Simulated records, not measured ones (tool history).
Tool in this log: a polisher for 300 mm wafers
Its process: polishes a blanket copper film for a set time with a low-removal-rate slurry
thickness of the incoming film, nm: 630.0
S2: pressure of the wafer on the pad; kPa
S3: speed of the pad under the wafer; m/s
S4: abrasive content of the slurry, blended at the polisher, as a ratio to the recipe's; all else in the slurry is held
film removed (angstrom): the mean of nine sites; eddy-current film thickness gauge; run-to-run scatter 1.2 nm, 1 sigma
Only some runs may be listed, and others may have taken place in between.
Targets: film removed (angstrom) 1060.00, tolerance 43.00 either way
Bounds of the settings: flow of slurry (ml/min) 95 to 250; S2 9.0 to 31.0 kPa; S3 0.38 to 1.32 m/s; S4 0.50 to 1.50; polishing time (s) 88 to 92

Run 1, hour 0.0: flow of slurry (ml/min) 160, S2 20.0 kPa, S3 0.84 m/s, S4 1.00, polishing time (s) 88. Result: film removed (angstrom) 1899.60.
Run 2, hour 6.4: flow of slurry (ml/min) 160, S2 20.0 kPa, S3 0.84 m/s, S4 1.10, polishing time (s) 88. Result: film removed (angstrom) 1969.40.
Run 3, hour 10.5: flow of slurry (ml/min) 160, S2 16.5 kPa, S3 0.82 m/s, S4 1.10, polishing time (s) 88. Result: film removed (angstrom) 1653.20.
Run 4, hour 17.3: flow of slurry (ml/min) 125, S2 16.5 kPa, S3 0.82 m/s, S4 1.10, polishing time (s) 88. Result: film removed (angstrom) 1589.70.
Run 5, hour 23.2: flow of slurry (ml/min) 125, S2 16.5 kPa, S3 0.82 m/s, S4 1.10, polishing time (s) 88. Result: film removed (angstrom) 1577.00.
Run 6, hour 29.2: flow of slurry (ml/min) 95, S2 16.5 kPa, S3 0.82 m/s, S4 1.10, polishing time (s) 88. Result: film removed (angstrom) 1512.70.
At hour 37.1: worn pad replaced by a new one.
Run 7, hour 37.1: flow of slurry (ml/min) 95, S2 14.5 kPa, S3 0.82 m/s, S4 1.10, polishing time (s) 88. Result: film removed (angstrom) 1461.80.
Run 8, hour 42.0: flow of slurry (ml/min) 95, S2 13.1 kPa, S3 0.78 m/s, S4 1.10, polishing time (s) 88. Result: film removed (angstrom) 1314.10.
Run 9, hour 43.6: flow of slurry (ml/min) 95, S2 11.7 kPa, S3 0.76 m/s, S4 1.10, polishing time (s) 88. Result: film removed (angstrom) 1171.80.

5 candidate next runs follow, results not yet known. Just one meets every target within its allowed miss. Identify it.
Run A, hour 45.2: flow of slurry (ml/min) 95, S2 9.0 kPa, S3 0.74 m/s, S4 1.15, polishing time (s) 88. Result: film removed (angstrom) ?.
Run B, hour 45.2: flow of slurry (ml/min) 120, S2 11.7 kPa, S3 0.66 m/s, S4 1.15, polishing time (s) 88. Result: film removed (angstrom) ?.
Run C, hour 45.2: flow of slurry (ml/min) 125, S2 10.3 kPa, S3 0.80 m/s, S4 1.20, polishing time (s) 88. Result: film removed (angstrom) ?.
Run D, hour 45.2: flow of slurry (ml/min) 95, S2 17.9 kPa, S3 0.44 m/s, S4 1.10, polishing time (s) 88. Result: film removed (angstrom) ?.
Run E, hour 45.2: flow of slurry (ml/min) 110, S2 10.3 kPa, S3 0.60 m/s, S4 1.50, polishing time (s) 89. Result: film removed (angstrom) ?.

move  film removed (angstrom)
   A                   942.48
   B                  1052.50
   C                  1173.00
   D                   956.21
   E                   924.94
A: takes the result that was furthest off past its target
B: each result inside its tolerance
C: no better and no worse than the last run
D: takes the result that was furthest off past its target
E: takes the result that was furthest off past its target
The right move is B.
